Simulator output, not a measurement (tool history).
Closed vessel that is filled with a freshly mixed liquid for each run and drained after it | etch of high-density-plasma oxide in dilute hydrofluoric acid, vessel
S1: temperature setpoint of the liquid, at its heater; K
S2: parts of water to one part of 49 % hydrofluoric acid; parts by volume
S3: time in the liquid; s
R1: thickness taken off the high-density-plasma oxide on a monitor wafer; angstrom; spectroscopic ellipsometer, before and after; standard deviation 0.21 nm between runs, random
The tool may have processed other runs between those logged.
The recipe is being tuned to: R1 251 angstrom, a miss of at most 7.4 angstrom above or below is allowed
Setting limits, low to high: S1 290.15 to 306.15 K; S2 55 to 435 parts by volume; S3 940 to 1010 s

run 1 hour=0 | S1=298.15 S2=245 S3=940 | R1=362.49
run 2 hour=4.8 | S1=295.15 S2=245 S3=940 | R1=325.02
run 3 hour=9.2 | S1=295.15 S2=175 S3=940 | R1=482.84
run 4 hour=17.1 | S1=293.65 S2=205 S3=940 | R1=379.64
-- hour=20.8 thermometer replaced
run 5 hour=20.8 | S1=293.65 S2=205 S3=940 | R1=363.79
run 6 hour=28.7 | S1=292.65 S2=215 S3=940 | R1=332.66
run 7 hour=36.9 | S1=291.65 S2=225 S3=940 | R1=302.47
run 8 hour=38.1 | S1=291.15 S2=230 S3=940 | R1=283.94
run 9 hour=41.1 | S1=290.65 S2=235 S3=940 | R1=274.62
run 10 hour=49.6 | S1=290.65 S2=240 S3=940 | R1=270.62
run 11 hour=55.6 | S1=290.65 S2=245 S3=940 | R1=259.5

Exercise: of the 5 proposed moves below, exactly one satisfies all targets within the stated allowed misses. Which move is it?
run A hour=61.6 | S1=290.15 S2=255 S3=970 | R1=?
run B hour=61.6 | S1=293.15 S2=255 S3=940 | R1=?
run C hour=61.6 | S1=290.65 S2=235 S3=950 | R1=?
run D hour=61.6 | S1=290.15 S2=245 S3=980 | R1=?
run E hour=61.6 | S1=291.15 S2=260 S3=1010 | R1=?

move=A R1=249.2
move=B R1=270.72
move=C R1=274.83
move=D R1=264.34
move=E R1=263.31
A: every result within its allowed miss
B: its largest miss is bigger than the last run's
C: its largest miss is bigger than the last run's
D: its largest miss is bigger than the last run's
E: its largest miss is bigger than the last run's
Answer: A

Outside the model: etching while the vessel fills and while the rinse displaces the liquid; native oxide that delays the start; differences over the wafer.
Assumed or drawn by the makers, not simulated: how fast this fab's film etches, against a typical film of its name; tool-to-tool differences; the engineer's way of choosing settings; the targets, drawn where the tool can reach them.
